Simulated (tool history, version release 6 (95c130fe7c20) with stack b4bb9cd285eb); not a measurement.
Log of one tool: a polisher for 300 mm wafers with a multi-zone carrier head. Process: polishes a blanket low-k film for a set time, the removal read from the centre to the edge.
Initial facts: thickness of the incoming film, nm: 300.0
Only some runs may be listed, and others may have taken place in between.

run	hour	flow of slurry (ml/min)	pressure of the head's centre zone	pressure of the head's middle zone	pressure of the head's edge zone	abrasive content of the slurry	polishing time (s)	film removed at the wafer's centre (angstrom)	film removed at mid-radius (angstrom)	film removed at the wafer's edge (angstrom)
1	0	270	1	1	1	1	74	291.05	295.26	288.5
2	1.4	270	1	1	1	1	82	319.35	324.76	317.38
3	10.1	270	1.01	0.98	0.96	0.85	70	256.32	255.39	256.08
4	18.9	270	1.01	0.98	0.92	0.85	70	259.76	261.92	250.02
5	20.3	270	1.09	0.98	0.92	0.85	70	278.32	254.76	247.59
6	23.2	270	1.09	0.98	0.9	0.75	61	228.13	214.33	205.38
7	28.6	270	1.1	0.97	0.89	0.7	56	206.54	186.54	179
8	35.3	260	1	0.9	0.82	0.5	51	146.1	135.01	133.57
9	37.6	275	1.01	0.91	0.83	0.5	51	148.24	142.12	137.68

Run 10, settings as shown, results not yet in. Your forecast:
10	39.3	280	1.02	0.91	0.83	0.5	51	?	?	?

For run 10 the tool returned film removed at the wafer's centre (angstrom) 147.42, film removed at mid-radius (angstrom) 139.46, film removed at the wafer's edge (angstrom) 136.23.
